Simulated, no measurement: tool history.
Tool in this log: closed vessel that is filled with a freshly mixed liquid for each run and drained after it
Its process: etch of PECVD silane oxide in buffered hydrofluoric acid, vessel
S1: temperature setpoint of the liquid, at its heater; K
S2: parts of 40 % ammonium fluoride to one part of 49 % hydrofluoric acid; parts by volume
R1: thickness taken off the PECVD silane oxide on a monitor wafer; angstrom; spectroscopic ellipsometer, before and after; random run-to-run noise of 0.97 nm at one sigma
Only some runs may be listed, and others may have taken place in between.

{"run": 1, "day": 0.0, "S1": 296.15, "S2": 19, "time in the liquid (s)": 90, "R1": 1973.4}
{"run": 2, "day": 0.317, "S1": 296.15, "S2": 19, "time in the liquid (s)": 95, "R1": 2090.8}
{"run": 3, "day": 0.592, "S1": 296.15, "S2": 19, "time in the liquid (s)": 95, "R1": 2078.3}
{"run": 4, "day": 0.712, "S1": 294.15, "S2": 19.5, "time in the liquid (s)": 95, "R1": 1809.8}
{"run": 5, "day": 0.862, "S1": 293.15, "S2": 20, "time in the liquid (s)": 95, "R1": 1688.7}
{"run": 6, "day": 1.154, "S1": 293.15, "S2": 20, "time in the liquid (s)": 95, "R1": 1686.7}
{"run": 7, "day": 1.217, "S1": 292.15, "S2": 20.5, "time in the liquid (s)": 95, "R1": 1555.2}
{"run": 8, "day": 1.479, "S1": 291.65, "S2": 20.5, "time in the liquid (s)": 95, "R1": 1537.2}

Estimate the outcome of run 9 from the log above:
{"run": 9, "day": 1.712, "S1": 291.15, "S2": 21, "time in the liquid (s)": 95, "R1": "?"}

Logged for run 9: R1 1460.2 angstrom.

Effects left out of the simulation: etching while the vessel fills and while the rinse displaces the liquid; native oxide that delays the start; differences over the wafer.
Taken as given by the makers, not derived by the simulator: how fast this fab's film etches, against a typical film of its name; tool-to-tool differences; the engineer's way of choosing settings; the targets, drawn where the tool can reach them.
